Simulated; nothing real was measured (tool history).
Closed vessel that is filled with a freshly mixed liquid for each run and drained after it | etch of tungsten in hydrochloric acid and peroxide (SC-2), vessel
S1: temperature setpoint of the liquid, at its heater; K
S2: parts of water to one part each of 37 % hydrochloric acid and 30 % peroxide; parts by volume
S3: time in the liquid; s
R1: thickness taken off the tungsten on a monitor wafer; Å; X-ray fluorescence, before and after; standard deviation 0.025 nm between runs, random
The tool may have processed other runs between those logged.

run  hour      S1  S2  S3       R1
  1   0.0  323.15   5  30  103.290
  2   4.3  320.65   5  30   88.002
  3   8.4  323.15   5  30  105.470
  4  17.3  320.15   5  30   85.756
  5  24.6  318.15   5  30   74.232
  6  33.7  316.65   5  30   66.664
  7  41.4  315.65   5  30   62.962
  8  48.1  315.15   5  30   60.640

What will run 9 give?
  9  56.0  314.65   5  30   ?

R1: 57.922 Å
